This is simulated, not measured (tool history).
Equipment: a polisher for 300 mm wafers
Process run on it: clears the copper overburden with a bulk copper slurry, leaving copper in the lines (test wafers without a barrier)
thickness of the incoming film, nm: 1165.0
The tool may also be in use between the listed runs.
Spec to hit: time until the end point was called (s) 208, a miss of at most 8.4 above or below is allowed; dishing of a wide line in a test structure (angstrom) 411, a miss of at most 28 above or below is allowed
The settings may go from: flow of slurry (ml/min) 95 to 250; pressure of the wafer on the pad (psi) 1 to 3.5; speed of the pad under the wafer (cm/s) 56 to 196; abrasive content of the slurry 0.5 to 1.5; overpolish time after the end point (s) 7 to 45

run	hour	flow of slurry (ml/min)	pressure of the wafer on the pad (psi)	speed of the pad under the wafer (cm/s)	abrasive content of the slurry	overpolish time after the end point (s)	time until the end point was called (s)	dishing of a wide line in a test structure (angstrom)
1	0	160	2.2	126	1	23	180.04	817.76
2	3.2	160	1.9	136	1	18	194.01	642.3
3	3.8	160	1.8	142	1	14	203.18	517.06
4	5.4	160	1.8	128	1	14	214.96	502.33
# hour 7.7: head pressure recalibrated
5	7.7	165	1.8	128	1	12	189.35	497.99
6	13	180	1.8	128	1	12	188.54	515.62
7	19	170	1.8	128	1	11	187.62	475.06
8	20.7	160	1.8	128	1	10	192.61	419.47
9	22.4	155	1.8	128	1	10	194.53	415.14

Which one of the following 4 next-run settings gets every result inside its allowed miss? There is exactly one.
A	24.1	135	2.1	128	0.8	9	?	?
B	24.1	150	2.1	94	1.15	10	?	?
C	24.1	180	1.8	126	0.95	9	?	?
D	24.1	160	1.9	126	0.95	10	?	?

move	time until the end point was called (s)	dishing of a wide line in a test structure (angstrom)
A	176.08	439.73
B	204.14	424.38
C	191.49	405.95
D	185.37	456.7
A: moves away from the targets compared with the last run
B: all results in spec
C: moves away from the targets compared with the last run
D: moves away from the targets compared with the last run
The move that meets every target is B.

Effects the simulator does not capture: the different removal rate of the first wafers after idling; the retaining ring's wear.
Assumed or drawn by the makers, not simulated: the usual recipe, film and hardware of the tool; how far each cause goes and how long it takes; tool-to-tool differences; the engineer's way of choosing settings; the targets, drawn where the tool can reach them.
